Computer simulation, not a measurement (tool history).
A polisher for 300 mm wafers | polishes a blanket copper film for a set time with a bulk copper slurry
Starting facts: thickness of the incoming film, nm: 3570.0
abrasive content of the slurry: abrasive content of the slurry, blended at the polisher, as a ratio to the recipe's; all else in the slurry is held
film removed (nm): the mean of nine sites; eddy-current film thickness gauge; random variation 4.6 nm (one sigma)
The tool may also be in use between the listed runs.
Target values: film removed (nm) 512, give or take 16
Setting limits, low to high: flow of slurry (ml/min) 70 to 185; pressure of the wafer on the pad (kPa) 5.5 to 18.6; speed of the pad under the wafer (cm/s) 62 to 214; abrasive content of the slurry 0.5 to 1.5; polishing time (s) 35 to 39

run,day,flow of slurry (ml/min),pressure of the wafer on the pad (kPa),speed of the pad under the wafer (cm/s),abrasive content of the slurry,polishing time (s),film removed (nm)
1,0,120,11.7,138,1,39,314.83
2,0.171,130,13.1,138,1,39,357.17
3,0.225,135,14.5,138,1,39,387.68
4,0.317,135,15.9,138,1,39,420.75
5,0.371,135,16.5,138,1,39,439.44
6,0.738,140,17.2,138,1,39,457.23
7,0.767,140,17.9,138,1,39,474.58
8,1.029,140,17.9,138,1,39,468.83
9,1.058,145,17.9,140,1,39,473.49
10,1.354,145,17.9,142,1,39,485.47

Which one of the following 5 next-run settings gets every result inside its allowed miss? There is exactly one.
A,1.65,160,18.6,156,1,38,?
B,1.65,155,18.6,134,0.85,39,?
C,1.65,145,18.6,136,1,38,?
D,1.65,125,17.2,158,1.05,39,?
E,1.65,140,18.6,138,1,39,?

move,film removed (nm)
A,543.99
B,463.14
C,476.86
D,512.76
E,492.45
A: carries the result that was furthest off beyond its target, to the other side
B: the biggest miss grows against the last run
C: the biggest miss grows against the last run
D: all results land within tolerance of their targets
E: an improvement on the last run, though not all results are within tolerance
So the answer is move D, the one that meets all the targets.
